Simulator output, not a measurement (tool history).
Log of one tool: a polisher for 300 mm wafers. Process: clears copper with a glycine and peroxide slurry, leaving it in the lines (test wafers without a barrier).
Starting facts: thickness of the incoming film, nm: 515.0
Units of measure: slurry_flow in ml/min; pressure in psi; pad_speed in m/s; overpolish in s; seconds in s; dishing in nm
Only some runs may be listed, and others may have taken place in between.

Run 1, day 0.000: slurry_flow 285 ml/min, pressure 1.8 psi, pad_speed 1.10 m/s, overpolish 13 s. Result: seconds 103.070 s, dishing 35.436 nm.
Run 2, day 0.192: slurry_flow 285 ml/min, pressure 1.8 psi, pad_speed 1.00 m/s, overpolish 13 s. Result: seconds 107.430 s, dishing 33.763 nm.
Run 3, day 0.554: slurry_flow 285 ml/min, pressure 1.8 psi, pad_speed 0.90 m/s, overpolish 11 s. Result: seconds 107.960 s, dishing 28.501 nm.
Run 4, day 0.658: slurry_flow 285 ml/min, pressure 1.8 psi, pad_speed 0.82 m/s, overpolish 10 s. Result: seconds 113.690 s, dishing 25.393 nm.
Run 5, day 0.854: slurry_flow 355 ml/min, pressure 1.8 psi, pad_speed 0.82 m/s, overpolish 10 s. Result: seconds 108.030 s, dishing 26.639 nm.
Run 6, day 1.138: slurry_flow 320 ml/min, pressure 1.9 psi, pad_speed 0.76 m/s, overpolish 9 s. Result: seconds 110.660 s, dishing 24.107 nm.
Run 7, day 1.496: slurry_flow 295 ml/min, pressure 2.0 psi, pad_speed 0.72 m/s, overpolish 8 s. Result: seconds 111.650 s, dishing 21.715 nm.
Run 8, day 1.517: slurry_flow 270 ml/min, pressure 2.1 psi, pad_speed 0.68 m/s, overpolish 7 s. Result: seconds 110.540 s, dishing 19.493 nm.
Run 9, day 1.621: slurry_flow 250 ml/min, pressure 2.2 psi, pad_speed 0.64 m/s, overpolish 6 s. Result: seconds 109.430 s, dishing 17.165 nm.
Run 10, day 1.712: slurry_flow 170 ml/min, pressure 2.7 psi, pad_speed 0.50 m/s, overpolish 4 s. Result: seconds 113.390 s, dishing 11.859 nm.
Run 11, day 1.754: slurry_flow 170 ml/min, pressure 2.7 psi, pad_speed 0.54 m/s, overpolish 4 s. Result: seconds 107.920 s, dishing 12.028 nm.
Run 12, day 1.896: slurry_flow 170 ml/min, pressure 2.7 psi, pad_speed 0.54 m/s, overpolish 4 s. Result: seconds 111.660 s, dishing 12.096 nm.
Run 13, day 2.267: slurry_flow 170 ml/min, pressure 2.7 psi, pad_speed 0.58 m/s, overpolish 4 s. Result: seconds 106.010 s, dishing 12.185 nm.
Run 14, day 2.592: slurry_flow 175 ml/min, pressure 2.7 psi, pad_speed 0.60 m/s, overpolish 4 s. Result: seconds 101.210 s, dishing 12.453 nm.
Run 15, day 2.738: slurry_flow 185 ml/min, pressure 2.7 psi, pad_speed 0.60 m/s, overpolish 4 s. Result: seconds 103.200 s, dishing 12.772 nm.
Run 16, day 3.075: slurry_flow 190 ml/min, pressure 2.7 psi, pad_speed 0.62 m/s, overpolish 4 s. Result: seconds 100.810 s, dishing 12.682 nm.
Run 17, day 3.225: slurry_flow 200 ml/min, pressure 2.7 psi, pad_speed 0.62 m/s, overpolish 4 s. Result: seconds 98.395 s, dishing 12.923 nm.
Run 18, day 3.342: slurry_flow 205 ml/min, pressure 2.7 psi, pad_speed 0.62 m/s, overpolish 4 s. Result: seconds 97.742 s, dishing 13.074 nm.

Estimate the outcome of run 19 from the log above:
Run 19, day 3.492: slurry_flow 210 ml/min, pressure 2.7 psi, pad_speed 0.62 m/s, overpolish 4 s. Result: seconds ?, dishing ?.

seconds: 97.901 s
dishing: 12.979 nm
